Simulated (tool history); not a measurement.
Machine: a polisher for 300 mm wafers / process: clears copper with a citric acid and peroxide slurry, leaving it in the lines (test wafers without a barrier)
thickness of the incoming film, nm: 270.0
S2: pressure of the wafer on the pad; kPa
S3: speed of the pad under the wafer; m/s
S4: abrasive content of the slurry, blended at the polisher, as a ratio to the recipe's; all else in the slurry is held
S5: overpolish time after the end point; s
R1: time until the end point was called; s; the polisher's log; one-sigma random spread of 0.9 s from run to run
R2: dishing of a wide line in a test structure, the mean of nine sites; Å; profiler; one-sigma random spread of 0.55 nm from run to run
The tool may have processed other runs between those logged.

run 1 hour=0 | flow_of_slurry_(ml/min)=275 S2=26.2 S3=1.14 S4=1 S5=9 | R1=93.948 R2=194.4
run 2 hour=8.1 | flow_of_slurry_(ml/min)=275 S2=27.6 S3=1.14 S4=1 S5=9 | R1=88.491 R2=199.32
run 3 hour=9.1 | flow_of_slurry_(ml/min)=275 S2=27.6 S3=1.14 S4=0.85 S5=9 | R1=95.322 R2=198.82
run 4 hour=11.6 | flow_of_slurry_(ml/min)=275 S2=29 S3=1.14 S4=0.85 S5=9 | R1=91.128 R2=200.79
run 5 hour=14.2 | flow_of_slurry_(ml/min)=225 S2=29 S3=1.14 S4=0.85 S5=9 | R1=93.067 R2=199.44
run 6 hour=22.6 | flow_of_slurry_(ml/min)=225 S2=30.3 S3=1.14 S4=0.85 S5=9 | R1=89.408 R2=213
run 7 hour=25.9 | flow_of_slurry_(ml/min)=230 S2=31 S3=1.14 S4=0.85 S5=9 | R1=85.013 R2=218.96
run 8 hour=32.5 | flow_of_slurry_(ml/min)=230 S2=31.7 S3=1.14 S4=0.85 S5=9 | R1=84.184 R2=215.96
run 9 hour=33.1 | flow_of_slurry_(ml/min)=230 S2=32.4 S3=1.14 S4=0.85 S5=9 | R1=82.403 R2=221.75
run 10 hour=37.4 | flow_of_slurry_(ml/min)=230 S2=33.1 S3=1.14 S4=0.85 S5=9 | R1=82.257 R2=234.06

Expected results for the next run?
run 11 hour=43.2 | flow_of_slurry_(ml/min)=230 S2=33.8 S3=1.14 S4=0.85 S5=9 | R1=? R2=?

R1: 79.582 s
R2: 232.88 Å
